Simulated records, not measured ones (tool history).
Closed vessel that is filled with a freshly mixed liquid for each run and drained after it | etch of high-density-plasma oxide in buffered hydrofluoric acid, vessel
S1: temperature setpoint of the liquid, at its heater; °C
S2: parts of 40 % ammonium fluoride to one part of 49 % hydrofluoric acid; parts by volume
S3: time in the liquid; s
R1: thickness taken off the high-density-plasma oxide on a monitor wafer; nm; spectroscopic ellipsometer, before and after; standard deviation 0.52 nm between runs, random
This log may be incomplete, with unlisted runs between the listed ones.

run	hour	S1	S2	S3	R1
1	0	21	19.5	30	20.571
2	7.3	23.5	16	30	28.796
3	15.3	23.5	16	30	28.731
4	23	25	13.5	30	37.038
5	30.6	21.5	13.5	30	30.613
6	33.8	23.5	12	30	38.571
7	40.9	25	11.5	30	43.309

Forecast run 8:
8	47.9	29	8.5	30	?

Run 8 gave R1 70.572 nm.

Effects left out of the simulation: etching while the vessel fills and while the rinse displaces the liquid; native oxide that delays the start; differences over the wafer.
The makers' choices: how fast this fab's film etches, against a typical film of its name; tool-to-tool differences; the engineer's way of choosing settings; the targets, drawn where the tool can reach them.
